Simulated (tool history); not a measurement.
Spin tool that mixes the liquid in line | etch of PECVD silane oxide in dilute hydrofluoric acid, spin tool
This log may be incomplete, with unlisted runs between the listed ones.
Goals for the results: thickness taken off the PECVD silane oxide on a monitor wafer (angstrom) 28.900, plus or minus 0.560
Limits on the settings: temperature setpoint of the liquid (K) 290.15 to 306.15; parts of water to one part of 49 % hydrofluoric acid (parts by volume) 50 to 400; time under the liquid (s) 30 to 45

| run | hour | temperature setpoint of the liquid (K) | parts of water to one part of 49 % hydrofluoric acid (parts by volume) | time under the liquid (s) | thickness taken off the PECVD silane oxide on a monitor wafer (angstrom) |
|---|---|---|---|---|---|
| 1 | 0.0 | 298.15 | 225 | 45 | 33.928 |
| 2 | 0.8 | 297.15 | 225 | 45 | 32.454 |
| 3 | 4.4 | 297.15 | 195 | 45 | 39.179 |
| 4 | 10.6 | 295.65 | 195 | 45 | 36.972 |
| 5 | 12.1 | 295.65 | 260 | 45 | 25.690 |
| 6 | 13.6 | 296.15 | 260 | 45 | 26.460 |
| 7 | 21.5 | 296.65 | 260 | 45 | 27.007 |
| 8 | 25.1 | 297.15 | 260 | 45 | 27.185 |

Which of these 4 next moves meets every target?
| A | 28.7 | 297.65 | 190 | 30 | ? |
| B | 28.7 | 295.65 | 240 | 45 | ? |
| C | 28.7 | 296.15 | 250 | 45 | ? |
| D | 28.7 | 299.15 | 270 | 45 | ? |

| move | thickness taken off the PECVD silane oxide on a monitor wafer (angstrom) |
|---|---|
| A | 27.603 |
| B | 28.898 |
| C | 27.972 |
| D | 28.217 |
A: better than the last run, though not everything is in spec
B: every result lands within tolerance
C: better than the last run, though not everything is in spec
D: better than the last run, though not everything is in spec
B meets every target.

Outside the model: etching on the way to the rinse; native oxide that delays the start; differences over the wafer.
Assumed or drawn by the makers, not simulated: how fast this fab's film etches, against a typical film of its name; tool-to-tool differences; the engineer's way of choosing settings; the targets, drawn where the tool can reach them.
